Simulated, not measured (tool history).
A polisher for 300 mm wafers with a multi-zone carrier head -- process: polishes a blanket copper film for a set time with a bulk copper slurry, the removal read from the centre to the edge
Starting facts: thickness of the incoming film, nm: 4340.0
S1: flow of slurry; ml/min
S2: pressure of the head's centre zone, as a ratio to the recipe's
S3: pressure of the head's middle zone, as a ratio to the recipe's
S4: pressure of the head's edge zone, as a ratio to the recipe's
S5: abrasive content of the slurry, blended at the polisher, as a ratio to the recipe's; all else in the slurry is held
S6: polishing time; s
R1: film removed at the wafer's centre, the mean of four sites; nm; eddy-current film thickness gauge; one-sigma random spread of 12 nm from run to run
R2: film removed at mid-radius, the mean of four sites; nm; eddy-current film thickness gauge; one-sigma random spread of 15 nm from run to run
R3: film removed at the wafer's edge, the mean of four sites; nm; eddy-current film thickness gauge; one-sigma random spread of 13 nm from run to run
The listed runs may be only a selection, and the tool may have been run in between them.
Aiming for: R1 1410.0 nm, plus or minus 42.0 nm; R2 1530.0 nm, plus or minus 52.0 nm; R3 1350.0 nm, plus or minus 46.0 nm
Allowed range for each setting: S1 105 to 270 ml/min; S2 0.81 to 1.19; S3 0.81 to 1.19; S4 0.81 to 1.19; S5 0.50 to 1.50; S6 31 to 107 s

run  hour   S1    S2    S3    S4    S5  S6      R1      R2      R3
  1   0.0  175  1.00  1.00  1.00  1.00  69  1089.9  1107.9  1020.9
  2   7.5  185  1.01  1.04  1.05  1.15  71  1153.3  1211.2  1106.1
  3  10.6  195  1.03  1.07  1.08  1.25  73  1251.0  1296.7  1191.1
  4  18.7  195  0.96  1.07  1.08  1.25  73  1177.5  1277.9  1198.9
  5  23.2  205  0.99  1.10  1.10  1.35  74  1234.7  1363.9  1257.7
  6  29.2  215  1.02  1.12  1.11  1.40  74  1299.8  1395.0  1247.4
  7  35.7  220  1.03  1.13  1.13  1.45  75  1340.9  1431.5  1307.1
  8  43.2  225  1.04  1.15  1.13  1.45  75  1354.4  1470.2  1305.1
  9  49.8  230  1.04  1.16  1.14  1.45  75  1348.4  1461.0  1324.0

Next run, 5 choices. One meets every target within its allowed miss, the rest don't. Which?
  A  56.4  270  1.04  0.98  1.19  1.35  78   ?   ?   ?
  B  56.4  190  1.06  1.18  1.14  1.30  80   ?   ?   ?
  C  56.4  265  1.01  1.17  1.19  1.45  73   ?   ?   ?
  D  56.4  210  0.92  1.19  1.07  1.40  78   ?   ?   ?
  E  56.4  240  1.12  1.06  1.18  1.50  74   ?   ?   ?

move      R1      R2      R3
   A  1396.4  1357.2  1420.4
   B  1385.3  1518.6  1371.6
   C  1290.0  1460.4  1343.2
   D  1226.2  1530.9  1327.1
   E  1425.4  1372.1  1355.9
A: the furthest-off result lands on target, but another misses its tolerance
B: hits every target within its allowed miss
C: lands further from the targets than the last run did
D: lands further from the targets than the last run did
E: the furthest-off result lands on target, but another misses its tolerance
B meets every target.
